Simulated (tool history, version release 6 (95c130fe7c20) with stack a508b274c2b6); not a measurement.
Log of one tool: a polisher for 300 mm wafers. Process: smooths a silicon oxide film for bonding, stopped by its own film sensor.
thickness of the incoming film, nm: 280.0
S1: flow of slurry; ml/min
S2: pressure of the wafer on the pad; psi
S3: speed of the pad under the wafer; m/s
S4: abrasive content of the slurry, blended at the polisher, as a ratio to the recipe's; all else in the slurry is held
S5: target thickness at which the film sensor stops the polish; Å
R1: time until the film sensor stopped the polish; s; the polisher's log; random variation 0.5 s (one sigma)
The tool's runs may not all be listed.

run  hour   S1   S2    S3   S4    S5      R1
  1   0.0  215  2.1  1.06  1.0  2420  52.306
  2   7.0  215  2.4  1.08  1.0  2420  46.677
  3  10.7  215  2.6  1.12  1.0  2420  42.580
  4  19.6  215  2.8  1.14  1.0  2420  37.905
  5  21.6  215  2.9  1.14  1.0  2420  35.266
  6  25.8  215  2.7  1.14  1.0  2420  39.776
  7  33.8  215  2.8  1.16  1.0  2420  37.211
  8  38.8  215  2.9  1.16  1.0  2420  36.593

The next listed run, before its measurement:
  9  40.3  215  3.0  1.16  1.0  2420   ?

{"run 9": {"R1": 34.211}}

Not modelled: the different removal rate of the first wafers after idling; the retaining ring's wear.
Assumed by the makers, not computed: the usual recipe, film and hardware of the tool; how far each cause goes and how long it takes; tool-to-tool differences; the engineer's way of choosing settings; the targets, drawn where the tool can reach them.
